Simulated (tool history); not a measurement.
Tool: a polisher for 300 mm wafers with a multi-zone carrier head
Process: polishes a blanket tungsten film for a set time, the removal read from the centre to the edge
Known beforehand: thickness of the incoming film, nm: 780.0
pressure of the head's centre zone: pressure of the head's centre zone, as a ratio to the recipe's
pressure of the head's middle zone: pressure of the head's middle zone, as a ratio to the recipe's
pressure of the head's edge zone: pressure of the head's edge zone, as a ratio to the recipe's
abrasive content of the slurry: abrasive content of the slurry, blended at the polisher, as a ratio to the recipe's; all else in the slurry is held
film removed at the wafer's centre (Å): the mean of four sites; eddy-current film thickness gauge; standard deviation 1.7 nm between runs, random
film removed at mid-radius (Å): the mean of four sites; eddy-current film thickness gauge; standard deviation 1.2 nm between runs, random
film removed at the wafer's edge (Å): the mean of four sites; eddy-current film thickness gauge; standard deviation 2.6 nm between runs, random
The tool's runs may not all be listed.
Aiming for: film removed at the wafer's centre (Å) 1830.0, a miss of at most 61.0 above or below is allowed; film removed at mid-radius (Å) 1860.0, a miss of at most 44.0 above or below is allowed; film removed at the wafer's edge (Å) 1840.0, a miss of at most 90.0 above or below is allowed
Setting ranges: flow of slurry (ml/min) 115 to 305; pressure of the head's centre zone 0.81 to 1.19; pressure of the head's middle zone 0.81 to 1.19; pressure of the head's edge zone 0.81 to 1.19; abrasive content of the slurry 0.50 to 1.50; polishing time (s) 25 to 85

run  hour  flow of slurry (ml/min)  pressure of the head's centre zone  pressure of the head's middle zone  pressure of the head's edge zone  abrasive content of the slurry  polishing time (s)  film removed at the wafer's centre (Å)  film removed at mid-radius (Å)  film removed at the wafer's edge (Å)
  1   0.0                      195                                1.00                                1.00                              1.00                            1.00                  55                                  3011.9                          3016.9                                2942.4
  2   4.6                      195                                1.00                                1.00                              1.00                            1.10                  55                                  3085.3                          3123.6                                3058.3
  3   8.6                      190                                0.99                                0.99                              0.98                            1.05                  54                                  2961.4                          2987.9                                2908.2
  4  15.7                      185                                0.98                                0.98                              0.97                            1.00                  53                                  2867.8                          2867.0                                2776.6
  5  16.9                      180                                0.96                                0.97                              0.97                            0.95                  52                                  2673.6                          2745.1                                2619.3
  6  24.8                      180                                0.96                                0.97                              0.97                            1.10                  52                                  2756.8                          2872.6                                2830.4
  7  26.7                      180                                0.96                                0.97                              0.97                            1.10                  52                                  2750.8                          2855.8                                2779.6
  8  31.8                      175                                0.95                                0.95                              0.97                            1.05                  51                                  2616.8                          2694.6                                2736.4
  9  37.2                      170                                0.94                                0.94                              0.96                            1.00                  50                                  2500.8                          2568.2                                2641.4
 10  46.1                      170                                0.93                                0.94                              0.95                            0.95                  49                                  2388.1                          2496.1                                2447.5
 11  54.2                      165                                0.92                                0.93                              0.94                            0.90                  49                                  2298.7                          2429.4                                2393.9

Exactly one of the 5 candidate moves below puts every result within its allowed miss. Which one?
  A  62.3                      170                                0.86                                0.91                              0.89                            0.75                  40                                       ?                               ?                                     ?
  B  62.3                      145                                0.91                                0.81                              0.81                            0.90                  40                                       ?                               ?                                     ?
  C  62.3                      145                                0.93                                0.90                              0.86                            0.50                  46                                       ?                               ?                                     ?
  D  62.3                      175                                0.91                                0.91                              0.85                            0.75                  37                                       ?                               ?                                     ?
  E  62.3                      225                                1.00                                1.01                              0.81                            0.70                  36                                       ?                               ?                                     ?

move  film removed at the wafer's centre (Å)  film removed at mid-radius (Å)  film removed at the wafer's edge (Å)
   A                                  1701.8                          1838.2                                1864.8
   B                                  1839.8                          1712.2                                1848.3
   C                                  1836.1                          1821.5                                1849.6
   D                                  1674.5                          1707.3                                1694.7
   E                                  1825.6                          1837.7                                1620.8
A: corrects the largest miss of the last run, while another result sits out of spec
B: the result that was furthest off in the last run now lies on the other side of its target
C: all results land within tolerance of their targets
D: the result that was furthest off in the last run now lies on the other side of its target
E: corrects the largest miss of the last run, while another result sits out of spec
The right move is C.
